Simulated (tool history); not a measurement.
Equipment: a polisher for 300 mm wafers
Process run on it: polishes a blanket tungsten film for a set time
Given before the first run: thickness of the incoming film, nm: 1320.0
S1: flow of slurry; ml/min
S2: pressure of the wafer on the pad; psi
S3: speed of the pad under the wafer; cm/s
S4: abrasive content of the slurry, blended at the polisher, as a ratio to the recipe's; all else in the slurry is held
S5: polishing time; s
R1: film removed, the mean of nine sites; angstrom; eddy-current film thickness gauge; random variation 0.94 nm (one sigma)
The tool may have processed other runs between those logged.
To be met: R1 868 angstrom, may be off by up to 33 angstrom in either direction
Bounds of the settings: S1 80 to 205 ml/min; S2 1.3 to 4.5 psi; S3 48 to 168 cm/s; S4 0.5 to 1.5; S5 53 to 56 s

run,hour,S1,S2,S3,S4,S5,R1
1,0,135,2.9,108,1,53,2012.4
2,4.5,130,2.5,102,1,53,1614.2
3,8.1,130,2.5,76,1,53,1397.7
4,16.9,130,2.5,76,1,56,1451
5,19.8,125,2.2,74,1,56,1233.1
6,20.4,120,2.1,74,1,56,1187.3
7,23.3,115,2,74,1,56,1111.4
8,24.9,110,1.9,74,1,56,1066.7
9,25.8,105,1.8,74,1,56,1000.4
10,31.6,100,1.7,74,1,56,939.44
11,37.5,95,1.7,74,1,56,932.91

Of the 4 settings listed for the next run, only one would bring every result within its allowed miss of target. Which one?
A,43.4,95,1.7,58,1.05,56,?
B,43.4,90,1.7,82,1,56,?
C,43.4,80,1.8,56,1.2,53,?
D,43.4,80,1.5,88,1.25,54,?

move,R1
A,810.08
B,955.63
C,781.52
D,871.72
A: pushes the last run's worst result past its target
B: misses by more than the last run did
C: pushes the last run's worst result past its target
D: hits every target within its allowed miss
D is the move that brings every result within its allowed miss.
